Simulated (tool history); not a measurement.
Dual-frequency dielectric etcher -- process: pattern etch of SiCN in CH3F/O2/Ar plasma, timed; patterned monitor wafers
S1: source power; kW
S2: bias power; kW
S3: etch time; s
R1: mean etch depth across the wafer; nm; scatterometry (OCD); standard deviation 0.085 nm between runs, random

| run | day | S1 | S2 | S3 | R1 |
|---|---|---|---|---|---|
| 1 | 0.000 | 0.300 | 0.067 | 70.5 | 20.745 |
| 2 | 0.046 | 0.330 | 0.068 | 70.5 | 22.070 |
| 3 | 0.179 | 0.330 | 0.068 | 74.0 | 23.048 |
| 4 | 0.250 | 0.330 | 0.060 | 74.0 | 22.410 |
| 5 | 0.429 | 0.330 | 0.066 | 74.0 | 22.950 |
| 6 | 0.554 | 0.300 | 0.066 | 74.0 | 21.853 |

The next listed run, before its measurement:
| 7 | 0.779 | 0.310 | 0.066 | 74.0 | ? |

{"run 7": {"R1": 22.099}}
